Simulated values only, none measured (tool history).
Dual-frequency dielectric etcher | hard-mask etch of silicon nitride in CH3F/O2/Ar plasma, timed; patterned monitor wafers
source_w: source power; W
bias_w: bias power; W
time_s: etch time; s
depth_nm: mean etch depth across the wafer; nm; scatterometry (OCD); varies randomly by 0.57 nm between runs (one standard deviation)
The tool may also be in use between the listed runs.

run,hour,source_w,bias_w,time_s,depth_nm
1,0,360,95,119.5,96.598
2,4.9,360,83,119.5,93.461
3,6,360,83,119.5,93.805
4,13.3,300,83,119.5,87.059
5,15.7,300,83,119.5,87.898
6,20.7,310,84,119.5,88.358

For run 7, what comes out?
7,24.1,320,85,119.5,?

depth_nm: 90.084 nm
